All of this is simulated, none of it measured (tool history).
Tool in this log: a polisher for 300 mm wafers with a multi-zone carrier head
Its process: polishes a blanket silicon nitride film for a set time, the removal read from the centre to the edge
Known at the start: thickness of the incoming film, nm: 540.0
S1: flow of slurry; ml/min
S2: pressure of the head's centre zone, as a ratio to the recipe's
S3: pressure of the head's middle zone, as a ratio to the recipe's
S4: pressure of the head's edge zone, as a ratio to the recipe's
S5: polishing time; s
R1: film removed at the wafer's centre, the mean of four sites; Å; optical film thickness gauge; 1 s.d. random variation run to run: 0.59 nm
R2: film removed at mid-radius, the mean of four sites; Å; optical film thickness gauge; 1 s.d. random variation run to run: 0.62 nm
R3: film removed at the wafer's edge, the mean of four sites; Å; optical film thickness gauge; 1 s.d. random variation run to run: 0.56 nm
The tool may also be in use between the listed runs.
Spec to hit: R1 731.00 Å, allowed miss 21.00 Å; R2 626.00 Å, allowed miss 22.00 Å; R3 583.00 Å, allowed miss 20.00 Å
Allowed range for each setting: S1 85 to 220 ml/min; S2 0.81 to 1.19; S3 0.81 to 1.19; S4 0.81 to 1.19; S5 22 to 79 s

| run | hour | S1 | S2 | S3 | S4 | S5 | R1 | R2 | R3 |
|---|---|---|---|---|---|---|---|---|---|
| 1 | 0.0 | 140 | 1.00 | 1.00 | 1.00 | 50 | 771.16 | 755.19 | 766.13 |
| 2 | 4.5 | 135 | 1.03 | 1.00 | 0.96 | 48 | 758.51 | 725.68 | 723.86 |
| 3 | 6.8 | 135 | 1.03 | 1.00 | 1.00 | 48 | 770.79 | 717.61 | 730.71 |
| 4 | 14.5 | 130 | 1.06 | 1.01 | 0.97 | 46 | 747.89 | 689.62 | 692.30 |
| 5 | 17.0 | 130 | 1.06 | 1.01 | 0.97 | 37 | 604.23 | 546.22 | 558.57 |
| 6 | 18.8 | 145 | 1.08 | 1.02 | 0.96 | 37 | 614.51 | 572.88 | 556.34 |
| 7 | 27.8 | 185 | 1.18 | 0.96 | 0.94 | 40 | 772.92 | 602.24 | 606.77 |
| 8 | 30.8 | 185 | 1.18 | 0.96 | 0.94 | 40 | 767.66 | 592.95 | 597.78 |
| 9 | 32.8 | 185 | 1.17 | 0.97 | 0.93 | 40 | 762.77 | 592.91 | 616.73 |
| 10 | 37.2 | 180 | 1.17 | 0.99 | 0.95 | 40 | 753.62 | 609.20 | 612.46 |
| 11 | 45.6 | 180 | 1.17 | 0.99 | 0.95 | 40 | 743.95 | 607.59 | 616.76 |
| 12 | 54.6 | 180 | 1.17 | 1.00 | 0.92 | 40 | 748.98 | 622.77 | 606.46 |
| 13 | 60.1 | 180 | 1.17 | 1.00 | 0.91 | 40 | 757.53 | 626.83 | 606.67 |

Which of these 4 next moves meets every target?
| A | 65.6 | 175 | 1.13 | 1.02 | 0.85 | 40 | ? | ? | ? |
| B | 65.6 | 210 | 1.18 | 0.95 | 1.10 | 38 | ? | ? | ? |
| C | 65.6 | 190 | 1.19 | 0.96 | 0.98 | 40 | ? | ? | ? |
| D | 65.6 | 210 | 1.16 | 0.99 | 0.84 | 41 | ? | ? | ? |

| move | R1 | R2 | R3 |
|---|---|---|---|
| A | 725.99 | 633.92 | 589.95 |
| B | 737.69 | 579.26 | 644.24 |
| C | 773.05 | 608.06 | 635.14 |
| D | 782.57 | 647.33 | 611.34 |
A: each result inside its tolerance
B: the furthest-off result lands on target, but another misses its tolerance
C: moves away from the targets compared with the last run
D: moves away from the targets compared with the last run
Go with A: it meets all targets.

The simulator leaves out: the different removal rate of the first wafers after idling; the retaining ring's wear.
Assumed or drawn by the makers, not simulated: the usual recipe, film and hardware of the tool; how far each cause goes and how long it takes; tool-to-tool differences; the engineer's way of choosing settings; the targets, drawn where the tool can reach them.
